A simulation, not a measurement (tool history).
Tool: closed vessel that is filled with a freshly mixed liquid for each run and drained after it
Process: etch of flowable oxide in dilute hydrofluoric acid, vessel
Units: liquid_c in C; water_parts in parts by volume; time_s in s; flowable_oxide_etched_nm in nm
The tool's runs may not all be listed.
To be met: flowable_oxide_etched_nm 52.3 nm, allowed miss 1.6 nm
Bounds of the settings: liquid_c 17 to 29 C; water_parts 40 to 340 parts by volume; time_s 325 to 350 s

| run | hour | liquid_c | water_parts | time_s | flowable_oxide_etched_nm |
|---|---|---|---|---|---|
| 1 | 0 | 21 | 190 | 325 | 59.873 |
| 2 | 6.4 | 21 | 230 | 325 | 47.408 |
| 3 | 13.4 | 21 | 200 | 325 | 56.902 |
| 4 | 18.5 | 21 | 260 | 325 | 40.903 |
| 5 | 19.9 | 22.5 | 260 | 325 | 42.993 |
| 6 | 24.4 | 24 | 260 | 325 | 45.878 |
| 7 | 31.5 | 25 | 260 | 325 | 47.471 |
| 8 | 34.4 | 25.5 | 260 | 325 | 47.61 |
| 9 | 37.6 | 25.5 | 260 | 325 | 48.259 |

5 next moves are on the table. One of them brings every result within its allowed miss. Which?
| A | 40.8 | 24 | 265 | 325 | ? |
| B | 40.8 | 27 | 280 | 330 | ? |
| C | 40.8 | 24 | 250 | 350 | ? |
| D | 40.8 | 26.5 | 290 | 350 | ? |
| E | 40.8 | 24 | 275 | 325 | ? |

| move | flowable_oxide_etched_nm |
|---|---|
| A | 44.218 |
| B | 46.427 |
| C | 51.249 |
| D | 46.259 |
| E | 42.186 |
A: further off than the last run
B: further off than the last run
C: meets every target
D: further off than the last run
E: further off than the last run
Answer: C

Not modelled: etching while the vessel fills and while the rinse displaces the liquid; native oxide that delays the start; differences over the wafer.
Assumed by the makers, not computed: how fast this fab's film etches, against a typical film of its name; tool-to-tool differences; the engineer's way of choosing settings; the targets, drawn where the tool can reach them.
